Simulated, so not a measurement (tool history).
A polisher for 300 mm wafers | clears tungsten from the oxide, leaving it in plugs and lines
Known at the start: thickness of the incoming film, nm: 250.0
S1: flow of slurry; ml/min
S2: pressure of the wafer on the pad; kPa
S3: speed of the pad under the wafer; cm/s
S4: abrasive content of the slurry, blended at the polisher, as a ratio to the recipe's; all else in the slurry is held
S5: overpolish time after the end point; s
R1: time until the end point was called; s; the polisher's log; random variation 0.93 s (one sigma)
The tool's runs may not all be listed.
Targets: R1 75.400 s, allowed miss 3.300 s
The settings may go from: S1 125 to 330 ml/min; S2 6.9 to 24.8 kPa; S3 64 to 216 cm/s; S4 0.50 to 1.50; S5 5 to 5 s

run,hour,S1,S2,S3,S4,S5,R1
1,0.0,210,15.9,140,1.00,5,54.863
2,8.8,210,15.9,168,1.00,5,46.176
3,11.4,210,13.8,166,1.00,5,51.923
4,12.5,210,12.4,164,1.00,5,56.926
5,19.5,210,13.8,164,1.00,5,52.897
6,23.3,210,15.9,164,1.00,5,46.624
7,32.4,210,13.8,162,1.00,5,53.115
8,39.1,210,12.4,160,1.00,5,57.583
9,45.1,210,11.0,158,1.00,5,64.746
10,50.7,210,10.3,158,1.00,5,67.844
11,58.6,210,9.7,158,1.00,5,71.264

4 next moves are on the table. One of them brings every result within its allowed miss. Which?
A,66.5,245,7.6,154,1.05,5,?
B,66.5,205,7.6,156,0.95,5,?
C,66.5,290,8.3,150,1.25,5,?
D,66.5,230,6.9,168,1.05,5,?

move,R1
A,86.101
B,89.299
C,77.605
D,85.204
A: takes the result that was furthest off past its target
B: takes the result that was furthest off past its target
C: meets every target
D: takes the result that was furthest off past its target
The right move is C.
